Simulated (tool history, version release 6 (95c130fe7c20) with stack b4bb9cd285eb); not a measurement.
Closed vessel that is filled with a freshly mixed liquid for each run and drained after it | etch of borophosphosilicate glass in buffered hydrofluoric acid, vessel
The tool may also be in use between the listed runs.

| run | day | temperature setpoint of the liquid (°C) | parts of 40 % ammonium fluoride to one part of 49 % hydrofluoric acid (parts by volume) | time in the liquid (s) | thickness taken off the borophosphosilicate glass on a monitor wafer (nm) |
|---|---|---|---|---|---|
| 1 | 0.000 | 23.0 | 13.5 | 95 | 166.450 |
| 2 | 0.075 | 22.5 | 14.0 | 95 | 156.880 |
| 3 | 0.338 | 19.0 | 14.0 | 95 | 128.820 |
| 4 | 0.554 | 19.0 | 17.5 | 95 | 104.070 |
| 5 | 0.683 | 18.0 | 17.5 | 95 | 97.157 |
| 6 | 1.021 | 18.0 | 20.5 | 95 | 84.373 |

Forecast run 7:
| 7 | 1.217 | 19.0 | 20.5 | 95 | ? |

{"run 7": {"thickness taken off the borophosphosilicate glass on a monitor wafer (nm)": 89.646}}
